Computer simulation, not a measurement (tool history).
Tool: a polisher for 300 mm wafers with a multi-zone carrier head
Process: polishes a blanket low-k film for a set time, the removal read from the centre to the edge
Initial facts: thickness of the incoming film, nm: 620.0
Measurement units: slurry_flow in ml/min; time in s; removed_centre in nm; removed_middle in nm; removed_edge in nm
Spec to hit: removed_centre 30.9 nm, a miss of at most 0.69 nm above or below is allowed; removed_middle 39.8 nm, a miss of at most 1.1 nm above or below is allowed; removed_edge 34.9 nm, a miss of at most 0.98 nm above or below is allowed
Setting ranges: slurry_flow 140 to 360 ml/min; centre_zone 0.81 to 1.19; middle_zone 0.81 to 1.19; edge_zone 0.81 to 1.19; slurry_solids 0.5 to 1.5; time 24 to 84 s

run  hour  slurry_flow  centre_zone  middle_zone  edge_zone  slurry_solids  time  removed_centre  removed_middle  removed_edge
  1     0          230            1            1          1              1    54          29.415          29.526        29.306
  2   3.8          240         0.99         1.03       1.02              1    54          29.601          29.686        29.664
  3   4.5          235         0.97         1.05       1.01           1.05    54          29.445          31.582        30.638
  4  12.4          235         0.92         1.05       1.01           1.05    54           28.85          31.546        29.835
  5  15.5          235         0.88         1.05       1.01           1.05    54            27.4          31.637        30.232
  6  23.2          240         0.88         1.07       1.02            1.1    54          28.208          33.592         31.24
  7  31.4          250         0.88         1.08       1.03            1.1    54          28.614           33.14        31.481
  8  38.9          250         0.88         1.09       1.03           1.15    54          28.943          34.559        32.067
     42.9  -- slurry nozzle cleaned
  9  42.9          255         0.88          1.1       1.04           1.15    54          30.374          35.986        33.187
 10  44.5          260         0.87         1.11       1.04           1.15    54          30.249          36.973        33.265
 11    48          265         0.87         1.11       1.04           1.15    54          30.336          36.848         33.13
 12  52.6          270         0.86         1.12       1.05           1.15    54          29.985          36.533        33.512
 13  58.9          275         0.86         1.13       1.05           1.15    54          30.383          37.655        33.565
 14  63.1          280         0.86         1.13       1.05           1.15    54          30.162          37.383        33.179
 15  67.6          280         0.86         1.14       1.06           1.15    54          29.928           37.53        33.447
 16  71.2          285         0.86         1.14       1.06           1.15    54          30.525          38.064        33.782

Next run, 4 choices. One meets every target within its allowed miss, the rest don't. Which?
  A  74.8          200         0.83         1.13       0.97            1.3    56               ?               ?             ?
  B  74.8          310         0.93         1.17       1.02           1.15    52               ?               ?             ?
  C  74.8          280         0.86         1.19       1.12           1.25    51               ?               ?             ?
  D  74.8          310          0.9         1.06       1.02            1.2    53               ?               ?             ?

move  removed_centre  removed_middle  removed_edge
   A          31.054          39.129         35.22
   B          31.698          37.049        32.605
   C          29.952          38.074        34.381
   D          32.061          35.463        34.013
A: in spec on every target
B: further off than the last run
C: roughly where the last run was
D: further off than the last run
So the answer is move A, the one that meets all the targets.

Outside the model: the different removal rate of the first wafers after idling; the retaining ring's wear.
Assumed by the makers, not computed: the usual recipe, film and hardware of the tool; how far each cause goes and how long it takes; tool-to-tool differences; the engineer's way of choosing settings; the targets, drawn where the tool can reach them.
